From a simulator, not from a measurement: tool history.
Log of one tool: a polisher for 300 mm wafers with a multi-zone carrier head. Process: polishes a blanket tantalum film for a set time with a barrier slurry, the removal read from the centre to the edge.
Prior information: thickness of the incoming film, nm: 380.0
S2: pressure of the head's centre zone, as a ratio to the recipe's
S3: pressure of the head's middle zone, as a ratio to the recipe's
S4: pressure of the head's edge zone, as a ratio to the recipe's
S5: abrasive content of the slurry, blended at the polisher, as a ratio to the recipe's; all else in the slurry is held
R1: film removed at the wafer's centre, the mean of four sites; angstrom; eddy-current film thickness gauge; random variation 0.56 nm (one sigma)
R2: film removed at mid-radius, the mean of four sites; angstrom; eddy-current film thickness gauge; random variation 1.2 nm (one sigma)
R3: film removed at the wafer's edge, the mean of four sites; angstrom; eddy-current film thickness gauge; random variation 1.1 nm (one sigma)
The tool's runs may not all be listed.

{"run": 1, "day": 0.0, "flow of slurry (ml/min)": 125, "S2": 1, "S3": 1, "S4": 1, "S5": 1, "polishing time (s)": 59, "R1": 670.6, "R2": 670.65, "R3": 693.2}
{"run": 2, "day": 0.125, "flow of slurry (ml/min)": 130, "S2": 1.01, "S3": 1.01, "S4": 1.02, "S5": 1.05, "polishing time (s)": 59, "R1": 697.17, "R2": 702.62, "R3": 729.54}
{"run": 3, "day": 0.425, "flow of slurry (ml/min)": 130, "S2": 1.01, "S3": 1.01, "S4": 1.02, "S5": 1.05, "polishing time (s)": 47, "R1": 558.4, "R2": 560.74, "R3": 563.49}
{"run": 4, "day": 0.792, "flow of slurry (ml/min)": 130, "S2": 1.01, "S3": 1.01, "S4": 1.07, "S5": 1.05, "polishing time (s)": 47, "R1": 550.4, "R2": 557.25, "R3": 573.27}
{"run": 5, "day": 0.996, "flow of slurry (ml/min)": 130, "S2": 1.01, "S3": 1.01, "S4": 1.07, "S5": 1.05, "polishing time (s)": 33, "R1": 389.71, "R2": 397.07, "R3": 405.78}
{"run": 6, "day": 1.292, "flow of slurry (ml/min)": 130, "S2": 1.01, "S3": 0.97, "S4": 1.07, "S5": 1.05, "polishing time (s)": 33, "R1": 391.96, "R2": 376.37, "R3": 409.24}
{"run": 7, "day": 1.567, "flow of slurry (ml/min)": 165, "S2": 1.09, "S3": 1.06, "S4": 1.17, "S5": 1.3, "polishing time (s)": 50, "R1": 729.8, "R2": 705.22, "R3": 716.09}
{"run": 8, "day": 1.762, "flow of slurry (ml/min)": 165, "S2": 1.09, "S3": 1.06, "S4": 1.17, "S5": 1.35, "polishing time (s)": 51, "R1": 740.22, "R2": 729.35, "R3": 744.48}

For run 9, what comes out?
{"run": 9, "day": 1.804, "flow of slurry (ml/min)": 165, "S2": 1.09, "S3": 1.06, "S4": 1.17, "S5": 1.35, "polishing time (s)": 51, "R1": "?", "R2": "?", "R3": "?"}

R1: 748.69 angstrom
R2: 716.78 angstrom
R3: 732.47 angstrom

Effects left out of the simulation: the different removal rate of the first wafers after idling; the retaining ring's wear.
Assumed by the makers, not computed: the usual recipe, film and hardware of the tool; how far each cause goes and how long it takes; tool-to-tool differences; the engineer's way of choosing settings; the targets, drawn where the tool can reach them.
